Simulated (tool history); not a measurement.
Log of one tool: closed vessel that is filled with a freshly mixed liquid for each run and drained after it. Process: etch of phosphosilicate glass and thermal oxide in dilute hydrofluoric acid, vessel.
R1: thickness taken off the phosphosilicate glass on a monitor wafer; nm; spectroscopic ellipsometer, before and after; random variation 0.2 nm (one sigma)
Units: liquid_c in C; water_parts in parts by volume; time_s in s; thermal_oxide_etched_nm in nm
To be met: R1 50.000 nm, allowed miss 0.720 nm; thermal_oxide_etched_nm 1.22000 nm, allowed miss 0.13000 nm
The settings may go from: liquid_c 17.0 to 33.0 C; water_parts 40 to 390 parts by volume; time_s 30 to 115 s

run 1 day=0.000 | liquid_c=25.0 water_parts=215 time_s=60 | R1=42.070 thermal_oxide_etched_nm=0.99247
run 2 day=0.221 | liquid_c=25.0 water_parts=140 time_s=60 | R1=70.212 thermal_oxide_etched_nm=1.70290
run 3 day=0.562 | liquid_c=23.5 water_parts=140 time_s=60 | R1=66.012 thermal_oxide_etched_nm=1.62260
run 4 day=0.642 | liquid_c=23.5 water_parts=140 time_s=75 | R1=81.978 thermal_oxide_etched_nm=2.01080
run 5 day=0.838 | liquid_c=25.5 water_parts=140 time_s=75 | R1=89.143 thermal_oxide_etched_nm=2.20570
run 6 day=0.975 | liquid_c=24.5 water_parts=145 time_s=75 | R1=81.963 thermal_oxide_etched_nm=2.03030
run 7 day=1.188 | liquid_c=23.5 water_parts=150 time_s=75 | R1=76.455 thermal_oxide_etched_nm=1.79180
run 8 day=1.462 | liquid_c=23.0 water_parts=155 time_s=75 | R1=72.256 thermal_oxide_etched_nm=1.77590
run 9 day=1.683 | liquid_c=22.0 water_parts=160 time_s=75 | R1=66.654 thermal_oxide_etched_nm=1.58130
run 10 day=1.871 | liquid_c=21.5 water_parts=160 time_s=75 | R1=65.128 thermal_oxide_etched_nm=1.57480
run 11 day=1.971 | liquid_c=21.0 water_parts=160 time_s=75 | R1=64.214 thermal_oxide_etched_nm=1.62270
run 12 day=2.129 | liquid_c=20.5 water_parts=160 time_s=75 | R1=62.934 thermal_oxide_etched_nm=1.56550
run 13 day=2.346 | liquid_c=20.0 water_parts=160 time_s=75 | R1=61.437 thermal_oxide_etched_nm=1.50620
run 14 day=2.508 | liquid_c=19.5 water_parts=160 time_s=75 | R1=59.994 thermal_oxide_etched_nm=1.46250
run 15 day=2.742 | liquid_c=17.0 water_parts=180 time_s=75 | R1=47.459 thermal_oxide_etched_nm=1.18960
run 16 day=2.908 | liquid_c=17.5 water_parts=180 time_s=75 | R1=48.371 thermal_oxide_etched_nm=1.15700

4 next moves are on the table. One of them brings every result within its allowed miss. Which?
run A day=3.075 | liquid_c=17.0 water_parts=210 time_s=95 | R1=? thermal_oxide_etched_nm=?
run B day=3.075 | liquid_c=18.0 water_parts=155 time_s=60 | R1=? thermal_oxide_etched_nm=?
run C day=3.075 | liquid_c=17.5 water_parts=190 time_s=80 | R1=? thermal_oxide_etched_nm=?
run D day=3.075 | liquid_c=19.0 water_parts=160 time_s=60 | R1=? thermal_oxide_etched_nm=?

move=A R1=50.256 thermal_oxide_etched_nm=1.26410
move=B R1=47.149 thermal_oxide_etched_nm=1.18590
move=C R1=48.603 thermal_oxide_etched_nm=1.22250
move=D R1=47.314 thermal_oxide_etched_nm=1.19000
A: meets every target
B: further off than the last run
C: nearer than the last run, and not there yet
D: further off than the last run
Answer: A
